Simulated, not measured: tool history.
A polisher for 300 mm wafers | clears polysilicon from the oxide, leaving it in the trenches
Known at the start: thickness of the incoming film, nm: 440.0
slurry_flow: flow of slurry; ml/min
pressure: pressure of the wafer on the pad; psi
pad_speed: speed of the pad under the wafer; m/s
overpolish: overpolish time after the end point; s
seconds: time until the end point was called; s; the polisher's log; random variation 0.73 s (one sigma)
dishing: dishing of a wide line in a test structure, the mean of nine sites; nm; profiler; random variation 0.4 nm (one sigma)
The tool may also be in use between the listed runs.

Run 1, hour 0: slurry_flow 280 ml/min, pressure 1.8 psi, pad_speed 0.8 m/s, overpolish 10 s. Result: seconds 60.779 s, dishing 37.237 nm.
Run 2, hour 1.4: slurry_flow 280 ml/min, pressure 1.8 psi, pad_speed 0.94 m/s, overpolish 10 s. Result: seconds 53.079 s, dishing 39.605 nm.
Run 3, hour 8.8: slurry_flow 210 ml/min, pressure 1.8 psi, pad_speed 0.94 m/s, overpolish 10 s. Result: seconds 52.535 s, dishing 38.786 nm.
Run 4, hour 16.2: slurry_flow 210 ml/min, pressure 1.8 psi, pad_speed 0.78 m/s, overpolish 10 s. Result: seconds 63.058 s, dishing 36.046 nm.
Run 5, hour 21.8: slurry_flow 210 ml/min, pressure 1.8 psi, pad_speed 0.92 m/s, overpolish 10 s. Result: seconds 53.228 s, dishing 37.862 nm.
Run 6, hour 23.2: slurry_flow 210 ml/min, pressure 1.8 psi, pad_speed 0.92 m/s, overpolish 6 s. Result: seconds 54.639 s, dishing 30.515 nm.
Run 7, hour 27.7: slurry_flow 210 ml/min, pressure 1.7 psi, pad_speed 0.92 m/s, overpolish 6 s. Result: seconds 57.189 s, dishing 30.253 nm.

The next listed run, before its measurement:
Run 8, hour 33.5: slurry_flow 210 ml/min, pressure 1.7 psi, pad_speed 0.92 m/s, overpolish 6 s. Result: seconds ?, dishing ?.

seconds: 57.955 s
dishing: 29.635 nm
